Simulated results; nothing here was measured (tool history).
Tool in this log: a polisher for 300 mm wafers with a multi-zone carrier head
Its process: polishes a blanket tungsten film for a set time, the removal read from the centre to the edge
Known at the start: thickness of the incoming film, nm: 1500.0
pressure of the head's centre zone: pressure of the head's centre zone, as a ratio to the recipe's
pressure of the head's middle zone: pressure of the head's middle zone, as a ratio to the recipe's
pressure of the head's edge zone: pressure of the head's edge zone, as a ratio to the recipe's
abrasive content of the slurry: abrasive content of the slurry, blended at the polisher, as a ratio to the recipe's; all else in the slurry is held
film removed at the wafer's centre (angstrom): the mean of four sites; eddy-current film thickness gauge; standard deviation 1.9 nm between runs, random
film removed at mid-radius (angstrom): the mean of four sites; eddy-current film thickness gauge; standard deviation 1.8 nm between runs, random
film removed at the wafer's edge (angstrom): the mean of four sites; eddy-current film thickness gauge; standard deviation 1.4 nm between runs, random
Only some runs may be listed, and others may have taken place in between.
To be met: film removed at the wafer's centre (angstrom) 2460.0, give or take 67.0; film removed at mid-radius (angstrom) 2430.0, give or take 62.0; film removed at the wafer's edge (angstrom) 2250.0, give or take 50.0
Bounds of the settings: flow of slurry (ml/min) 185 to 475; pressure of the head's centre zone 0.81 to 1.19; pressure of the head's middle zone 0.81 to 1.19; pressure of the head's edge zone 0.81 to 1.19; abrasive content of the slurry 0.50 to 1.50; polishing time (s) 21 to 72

run  hour  flow of slurry (ml/min)  pressure of the head's centre zone  pressure of the head's middle zone  pressure of the head's edge zone  abrasive content of the slurry  polishing time (s)  film removed at the wafer's centre (angstrom)  film removed at mid-radius (angstrom)  film removed at the wafer's edge (angstrom)
  1   0.0                      305                                1.00                                1.00                              1.00                            1.00                  46                                         2519.3                                 2529.9                                       2500.5
  2   8.9                      305                                0.93                                1.00                              1.00                            1.00                  46                                         2325.8                                 2574.1                                       2466.0
  3  11.6                      305                                0.93                                1.07                              1.00                            1.00                  46                                         2360.2                                 2672.2                                       2470.3
  4  13.6                      300                                0.94                                1.06                              0.98                            1.00                  46                                         2357.9                                 2678.0                                       2461.7
  5  19.6                      300                                0.96                                1.05                              0.96                            0.95                  46                                         2387.9                                 2598.7                                       2408.4
  6  20.5                      295                                0.97                                1.04                              0.94                            0.95                  46                                         2421.0                                 2592.3                                       2400.4
  7  22.2                      290                                0.98                                1.03                              0.92                            0.95                  46                                         2403.7                                 2569.8                                       2318.9
  8  27.1                      285                                0.99                                1.02                              0.92                            0.95                  46                                         2467.7                                 2565.3                                       2369.0
  9  29.4                      285                                0.99                                1.01                              0.91                            0.95                  46                                         2455.2                                 2533.3                                       2346.5

Exercise: of the 5 proposed moves below, exactly one satisfies all targets within the stated allowed misses. Which move is it?
  A  31.7                      305                                1.01                                0.92                              1.00                            0.85                  47                                              ?                                      ?                                            ?
  B  31.7                      340                                1.15                                1.04                              0.85                            0.95                  43                                              ?                                      ?                                            ?
  C  31.7                      210                                1.00                                0.99                              0.97                            1.00                  44                                              ?                                      ?                                            ?
  D  31.7                      225                                1.00                                0.96                              0.82                            0.65                  51                                              ?                                      ?                                            ?
  E  31.7                      210                                1.02                                0.98                              0.81                            1.10                  49                                              ?                                      ?                                            ?

move  film removed at the wafer's centre (angstrom)  film removed at mid-radius (angstrom)  film removed at the wafer's edge (angstrom)
   A                                         2495.2                                 2369.6                                       2471.7
   B                                         2662.6                                 2456.5                                       2162.2
   C                                         2270.7                                 2308.7                                       2274.2
   D                                         2432.4                                 2415.3                                       2248.1
   E                                         2628.6                                 2606.3                                       2382.8
A: lands further from the targets than the last run did
B: the result that was furthest off in the last run now lies on the other side of its target
C: meets the target for the result that was furthest off, but another lies outside its allowed miss
D: hits every target within its allowed miss
E: lands further from the targets than the last run did
The move that meets every target is D.
